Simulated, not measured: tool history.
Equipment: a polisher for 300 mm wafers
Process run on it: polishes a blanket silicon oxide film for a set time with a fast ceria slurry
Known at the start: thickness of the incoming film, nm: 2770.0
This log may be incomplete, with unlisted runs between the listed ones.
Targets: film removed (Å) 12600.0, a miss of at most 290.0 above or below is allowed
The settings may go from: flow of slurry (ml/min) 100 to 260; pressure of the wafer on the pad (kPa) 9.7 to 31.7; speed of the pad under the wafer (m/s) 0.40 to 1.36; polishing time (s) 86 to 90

run,hour,flow of slurry (ml/min),pressure of the wafer on the pad (kPa),speed of the pad under the wafer (m/s),polishing time (s),film removed (Å)
1,0.0,165,20.7,0.88,86,11138.0
2,7.6,190,20.7,0.88,86,11311.0
3,9.5,190,20.7,0.68,86,8849.2
4,17.9,190,20.7,0.52,86,6883.2
5,23.7,190,20.7,0.52,90,7203.7
6,29.8,195,22.1,0.52,90,7562.3
7,32.9,195,23.4,0.54,90,8363.4
# hour 41.4: slurry nozzle cleaned
8,41.4,200,24.1,0.54,90,8956.5
9,46.4,205,24.8,0.54,90,9194.7
10,48.4,210,25.5,0.54,90,9506.8
11,52.0,215,26.2,0.54,90,9701.9
12,53.6,215,26.9,0.54,90,9870.4
13,55.0,240,31.7,0.54,90,11879.0

Next run, 4 choices. One meets every target within its allowed miss, the rest don't. Which?
A,56.4,250,28.3,0.70,87,?
B,56.4,260,30.3,0.56,90,?
C,56.4,240,27.6,0.66,90,?
D,56.4,240,31.0,0.56,90,?

move,film removed (Å)
A,13005.0
B,11676.0
C,12360.0
D,11830.0
A: takes the result that was furthest off past its target
B: misses by more than the last run did
C: each result inside its tolerance
D: misses by more than the last run did
Answer: C

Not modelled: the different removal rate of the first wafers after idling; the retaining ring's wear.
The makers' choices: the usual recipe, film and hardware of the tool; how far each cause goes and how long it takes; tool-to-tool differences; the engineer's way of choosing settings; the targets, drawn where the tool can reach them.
